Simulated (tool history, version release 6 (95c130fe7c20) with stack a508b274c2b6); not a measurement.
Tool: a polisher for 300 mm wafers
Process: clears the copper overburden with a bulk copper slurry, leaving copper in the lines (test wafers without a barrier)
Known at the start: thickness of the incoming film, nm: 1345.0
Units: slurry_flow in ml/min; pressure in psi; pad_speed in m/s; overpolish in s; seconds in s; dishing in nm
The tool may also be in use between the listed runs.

run 1 hour=0 | slurry_flow=170 pressure=2.9 pad_speed=0.96 slurry_solids=1 overpolish=10 | seconds=156.61 dishing=47.627
run 2 hour=3.2 | slurry_flow=185 pressure=2.9 pad_speed=0.96 slurry_solids=1 overpolish=10 | seconds=155.49 dishing=49.422
run 3 hour=5 | slurry_flow=185 pressure=2.9 pad_speed=0.96 slurry_solids=0.85 overpolish=10 | seconds=162.27 dishing=47.945
run 4 hour=11.6 | slurry_flow=185 pressure=2.9 pad_speed=0.96 slurry_solids=0.85 overpolish=12 | seconds=163.22 dishing=53.829
run 5 hour=18.1 | slurry_flow=185 pressure=2.2 pad_speed=0.96 slurry_solids=0.85 overpolish=12 | seconds=211.98 dishing=43.923
run 6 hour=25.2 | slurry_flow=170 pressure=2.2 pad_speed=0.96 slurry_solids=0.85 overpolish=11 | seconds=214.13 dishing=40.427
run 7 hour=30 | slurry_flow=160 pressure=2.2 pad_speed=0.96 slurry_solids=0.85 overpolish=10 | seconds=215.02 dishing=38.835
run 8 hour=33.7 | slurry_flow=170 pressure=2.1 pad_speed=0.96 slurry_solids=0.95 overpolish=9 | seconds=219.14 dishing=33.923
run 9 hour=35.5 | slurry_flow=175 pressure=2.1 pad_speed=0.96 slurry_solids=1 overpolish=8 | seconds=216.53 dishing=31.023
run 10 hour=37.1 | slurry_flow=175 pressure=2.1 pad_speed=0.96 slurry_solids=1 overpolish=7 | seconds=217.95 dishing=28.639
-- hour=42.1 slurry nozzle cleaned
run 11 hour=42.1 | slurry_flow=175 pressure=2.1 pad_speed=0.96 slurry_solids=1 overpolish=6 | seconds=201.47 dishing=27.492
run 12 hour=42.9 | slurry_flow=165 pressure=1.9 pad_speed=0.96 slurry_solids=1 overpolish=4 | seconds=226.44 dishing=16.444

Run 13 comes next. What will it give?
run 13 hour=47.2 | slurry_flow=170 pressure=1.9 pad_speed=0.96 slurry_solids=1 overpolish=4 | seconds=? dishing=?

seconds: 223.43 s
dishing: 16.876 nm

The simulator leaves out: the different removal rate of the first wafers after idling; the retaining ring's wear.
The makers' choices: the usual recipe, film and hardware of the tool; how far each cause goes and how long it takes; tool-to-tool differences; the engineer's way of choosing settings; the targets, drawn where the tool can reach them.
